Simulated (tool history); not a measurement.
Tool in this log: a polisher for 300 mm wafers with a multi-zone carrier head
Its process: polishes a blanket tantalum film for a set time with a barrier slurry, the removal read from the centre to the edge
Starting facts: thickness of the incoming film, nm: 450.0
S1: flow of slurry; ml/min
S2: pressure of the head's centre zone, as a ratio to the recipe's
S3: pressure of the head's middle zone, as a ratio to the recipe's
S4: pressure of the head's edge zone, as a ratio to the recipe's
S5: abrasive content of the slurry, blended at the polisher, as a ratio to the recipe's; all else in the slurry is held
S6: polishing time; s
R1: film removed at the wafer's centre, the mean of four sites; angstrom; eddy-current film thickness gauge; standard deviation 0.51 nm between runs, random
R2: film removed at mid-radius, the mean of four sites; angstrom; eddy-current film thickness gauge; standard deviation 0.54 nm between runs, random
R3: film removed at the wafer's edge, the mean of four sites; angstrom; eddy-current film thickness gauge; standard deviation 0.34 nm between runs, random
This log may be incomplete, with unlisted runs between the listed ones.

run 1 hour=0.0 | S1=140 S2=1.00 S3=1.00 S4=1.00 S5=1.00 S6=42 | R1=796.45 R2=776.30 R3=807.67
run 2 hour=4.2 | S1=135 S2=0.97 S3=0.98 S4=1.00 S5=0.90 S6=41 | R1=720.45 R2=750.56 R3=765.70
run 3 hour=8.8 | S1=135 S2=0.97 S3=1.06 S4=1.00 S5=0.90 S6=41 | R1=718.23 R2=786.66 R3=759.07
run 4 hour=12.5 | S1=135 S2=0.97 S3=1.06 S4=1.00 S5=0.70 S6=41 | R1=680.84 R2=745.25 R3=726.87
run 5 hour=15.6 | S1=135 S2=0.97 S3=1.06 S4=1.00 S5=0.70 S6=36 | R1=612.90 R2=651.86 R3=640.47
run 6 hour=23.9 | S1=130 S2=0.95 S3=1.03 S4=1.01 S5=0.65 S6=35 | R1=565.92 R2=601.36 R3=611.48

Estimate the outcome of run 7 from the log above:
run 7 hour=29.1 | S1=125 S2=0.93 S3=1.00 S4=1.01 S5=0.65 S6=35 | R1=? R2=? R3=?

{"run 7": {"R1": 535.43, "R2": 586.26, "R3": 608.19}}

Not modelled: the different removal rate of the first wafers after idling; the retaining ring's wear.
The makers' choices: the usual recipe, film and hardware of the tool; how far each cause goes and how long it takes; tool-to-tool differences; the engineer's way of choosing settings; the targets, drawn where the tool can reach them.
